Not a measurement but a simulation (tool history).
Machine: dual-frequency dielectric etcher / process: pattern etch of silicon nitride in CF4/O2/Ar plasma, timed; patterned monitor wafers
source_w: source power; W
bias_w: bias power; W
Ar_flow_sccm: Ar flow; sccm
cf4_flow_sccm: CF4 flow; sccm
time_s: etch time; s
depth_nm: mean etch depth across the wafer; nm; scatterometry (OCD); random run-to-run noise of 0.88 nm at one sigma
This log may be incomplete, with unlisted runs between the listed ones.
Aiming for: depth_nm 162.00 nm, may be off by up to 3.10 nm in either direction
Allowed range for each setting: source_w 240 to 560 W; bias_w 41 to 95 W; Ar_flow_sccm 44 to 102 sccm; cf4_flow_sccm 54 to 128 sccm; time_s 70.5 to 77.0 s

{"run": 1, "hour": 0.0, "source_w": 400, "bias_w": 68, "Ar_flow_sccm": 73, "cf4_flow_sccm": 91, "time_s": 77.0, "depth_nm": 138.34}
{"run": 2, "hour": 5.6, "source_w": 400, "bias_w": 68, "Ar_flow_sccm": 73, "cf4_flow_sccm": 91, "time_s": 70.5, "depth_nm": 128.09}
{"run": 3, "hour": 13.8, "source_w": 330, "bias_w": 68, "Ar_flow_sccm": 73, "cf4_flow_sccm": 91, "time_s": 70.5, "depth_nm": 107.49}
{"run": 4, "hour": 22.0, "source_w": 330, "bias_w": 72, "Ar_flow_sccm": 73, "cf4_flow_sccm": 91, "time_s": 70.5, "depth_nm": 112.13}
{"run": 5, "hour": 27.9, "source_w": 330, "bias_w": 77, "Ar_flow_sccm": 73, "cf4_flow_sccm": 91, "time_s": 70.5, "depth_nm": 114.23}
{"run": 6, "hour": 29.0, "source_w": 370, "bias_w": 77, "Ar_flow_sccm": 73, "cf4_flow_sccm": 91, "time_s": 70.5, "depth_nm": 125.22}
{"run": 7, "hour": 31.6, "source_w": 400, "bias_w": 77, "Ar_flow_sccm": 73, "cf4_flow_sccm": 91, "time_s": 70.5, "depth_nm": 134.41}
{"run": 8, "hour": 35.9, "source_w": 420, "bias_w": 77, "Ar_flow_sccm": 73, "cf4_flow_sccm": 91, "time_s": 70.5, "depth_nm": 140.37}
{"run": 9, "hour": 43.7, "source_w": 440, "bias_w": 77, "Ar_flow_sccm": 73, "cf4_flow_sccm": 91, "time_s": 70.5, "depth_nm": 145.61}
{"run": 10, "hour": 51.3, "source_w": 450, "bias_w": 77, "Ar_flow_sccm": 73, "cf4_flow_sccm": 91, "time_s": 70.5, "depth_nm": 147.46}
{"run": 11, "hour": 59.6, "source_w": 460, "bias_w": 77, "Ar_flow_sccm": 73, "cf4_flow_sccm": 91, "time_s": 70.5, "depth_nm": 150.66}
{"run": 12, "hour": 68.1, "source_w": 470, "bias_w": 77, "Ar_flow_sccm": 73, "cf4_flow_sccm": 91, "time_s": 70.5, "depth_nm": 154.43}
{"run": 13, "hour": 69.4, "source_w": 480, "bias_w": 77, "Ar_flow_sccm": 73, "cf4_flow_sccm": 91, "time_s": 70.5, "depth_nm": 156.69}

Pick the move, out of 4, that brings all results within their allowed miss; only one does.
{"run": "A", "hour": 70.7, "source_w": 450, "bias_w": 78, "Ar_flow_sccm": 74, "cf4_flow_sccm": 85, "time_s": 73.0, "depth_nm": "?"}
{"run": "B", "hour": 70.7, "source_w": 430, "bias_w": 89, "Ar_flow_sccm": 69, "cf4_flow_sccm": 94, "time_s": 70.5, "depth_nm": "?"}
{"run": "C", "hour": 70.7, "source_w": 510, "bias_w": 69, "Ar_flow_sccm": 73, "cf4_flow_sccm": 93, "time_s": 73.0, "depth_nm": "?"}
{"run": "D", "hour": 70.7, "source_w": 420, "bias_w": 77, "Ar_flow_sccm": 48, "cf4_flow_sccm": 71, "time_s": 77.0, "depth_nm": "?"}

move=A depth_nm=154.44
move=B depth_nm=155.38
move=C depth_nm=163.51
move=D depth_nm=157.36
A: further off than the last run
B: further off than the last run
C: each result inside its tolerance
D: an improvement on the last run, though not all results are within tolerance
The move that meets every target is C.
